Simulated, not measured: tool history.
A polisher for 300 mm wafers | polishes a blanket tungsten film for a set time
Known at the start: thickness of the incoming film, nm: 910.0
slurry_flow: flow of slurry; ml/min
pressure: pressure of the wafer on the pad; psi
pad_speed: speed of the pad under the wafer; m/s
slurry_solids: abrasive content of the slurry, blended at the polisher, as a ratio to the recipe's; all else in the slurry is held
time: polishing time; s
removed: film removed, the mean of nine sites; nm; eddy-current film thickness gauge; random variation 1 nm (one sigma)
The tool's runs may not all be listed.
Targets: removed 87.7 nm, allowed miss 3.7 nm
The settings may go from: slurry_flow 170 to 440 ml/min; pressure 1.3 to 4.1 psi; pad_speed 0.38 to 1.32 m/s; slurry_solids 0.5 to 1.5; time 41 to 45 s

| run | hour | slurry_flow | pressure | pad_speed | slurry_solids | time | removed |
|---|---|---|---|---|---|---|---|
| 1 | 0 | 280 | 2.7 | 0.84 | 1 | 45 | 134.46 |
| 2 | 7 | 280 | 2.6 | 0.84 | 1 | 45 | 132.6 |
| 3 | 15.8 | 280 | 2.6 | 0.84 | 1 | 45 | 130.88 |
| 4 | 24.6 | 280 | 2.6 | 0.96 | 1 | 45 | 142.74 |
| 5 | 26.4 | 280 | 2.4 | 0.96 | 1 | 45 | 130.76 |
| 6 | 30.4 | 280 | 2.3 | 0.96 | 1 | 45 | 124.23 |
| 7 | 32.1 | 280 | 2.2 | 0.96 | 1 | 45 | 121.07 |
| 8 | 36.9 | 280 | 2.1 | 0.96 | 1 | 45 | 115.25 |

Which of these 4 next moves meets every target?
| A | 41.7 | 280 | 1.6 | 0.88 | 1.05 | 41 | ? |
| B | 41.7 | 245 | 1.8 | 0.9 | 1.1 | 41 | ? |
| C | 41.7 | 270 | 1.6 | 0.98 | 0.9 | 41 | ? |
| D | 41.7 | 260 | 1.8 | 0.76 | 1.1 | 41 | ? |

| move | removed |
|---|---|
| A | 78.466 |
| B | 88.403 |
| C | 82.051 |
| D | 79.817 |
A: takes the result that was furthest off past its target
B: meets every target
C: takes the result that was furthest off past its target
D: takes the result that was furthest off past its target
Move B is the one to make.

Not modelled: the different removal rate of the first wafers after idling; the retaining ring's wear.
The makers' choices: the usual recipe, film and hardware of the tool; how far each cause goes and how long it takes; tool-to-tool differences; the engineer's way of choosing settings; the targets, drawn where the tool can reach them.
